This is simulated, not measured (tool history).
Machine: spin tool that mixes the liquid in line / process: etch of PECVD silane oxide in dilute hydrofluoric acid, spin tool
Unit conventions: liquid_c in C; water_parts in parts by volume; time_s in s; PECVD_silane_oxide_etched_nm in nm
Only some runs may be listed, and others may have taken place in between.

run 1 day=0 | liquid_c=23 water_parts=265 time_s=270 | PECVD_silane_oxide_etched_nm=22.923
run 2 day=0.075 | liquid_c=23 water_parts=265 time_s=290 | PECVD_silane_oxide_etched_nm=24.59
run 3 day=0.396 | liquid_c=24 water_parts=255 time_s=290 | PECVD_silane_oxide_etched_nm=26.384
run 4 day=0.438 | liquid_c=25 water_parts=240 time_s=290 | PECVD_silane_oxide_etched_nm=29.737
run 5 day=0.746 | liquid_c=25 water_parts=240 time_s=270 | PECVD_silane_oxide_etched_nm=27.246
run 6 day=1.108 | liquid_c=25 water_parts=240 time_s=270 | PECVD_silane_oxide_etched_nm=27.549

What does the tool deliver on the next run?
run 7 day=1.225 | liquid_c=26 water_parts=235 time_s=270 | PECVD_silane_oxide_etched_nm=?

PECVD_silane_oxide_etched_nm: 29.244 nm
